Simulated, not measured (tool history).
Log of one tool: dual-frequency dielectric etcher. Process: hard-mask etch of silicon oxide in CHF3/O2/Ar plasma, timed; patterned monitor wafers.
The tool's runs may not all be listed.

run  hour  source power (kW)  bias power (kW)  etch time (s)  mean etch depth across the wafer (angstrom)
  1     0               0.59            0.219             12                                       270.53
  2     5               0.67            0.219             12                                       280.79
  3   9.2               0.67            0.219             11                                       256.78
  4  16.3               0.61            0.219             11                                       250.79
  5  21.7               0.64             0.23             11                                       254.42
  6  30.6               0.68            0.217             11                                        257.9
  7  36.3                0.7            0.228             11                                       264.55
  8    45                0.8            0.272             12                                          319

Forecast run 9:
  9  46.1               0.79             0.27             12                                            ?

{"run 9": {"mean etch depth across the wafer (angstrom)": 315.01}}
